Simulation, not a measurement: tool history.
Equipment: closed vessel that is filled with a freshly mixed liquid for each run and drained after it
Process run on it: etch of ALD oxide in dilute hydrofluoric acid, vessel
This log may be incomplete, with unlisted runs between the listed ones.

run  hour  temperature setpoint of the liquid (°C)  parts of water to one part of 49 % hydrofluoric acid (parts by volume)  time in the liquid (s)  thickness taken off the ALD oxide on a monitor wafer (angstrom)
  1   0.0                                     21.0                                                                     125                      60                                                          101.550
  2   5.8                                     20.0                                                                     135                      60                                                           89.578
  3   6.8                                     19.0                                                                     140                      60                                                           82.217
  4  15.0                                     19.0                                                                     110                      60                                                          106.400
  5  19.6                                     18.5                                                                     125                      60                                                           90.706
  6  28.0                                     18.0                                                                     135                      60                                                           82.698
  7  29.8                                     17.5                                                                     140                      60                                                           78.979

Run 8 has not been measured yet. What should we expect?
  8  35.7                                     17.5                                                                     145                      60                                                                ?

thickness taken off the ALD oxide on a monitor wafer (angstrom): 73.269

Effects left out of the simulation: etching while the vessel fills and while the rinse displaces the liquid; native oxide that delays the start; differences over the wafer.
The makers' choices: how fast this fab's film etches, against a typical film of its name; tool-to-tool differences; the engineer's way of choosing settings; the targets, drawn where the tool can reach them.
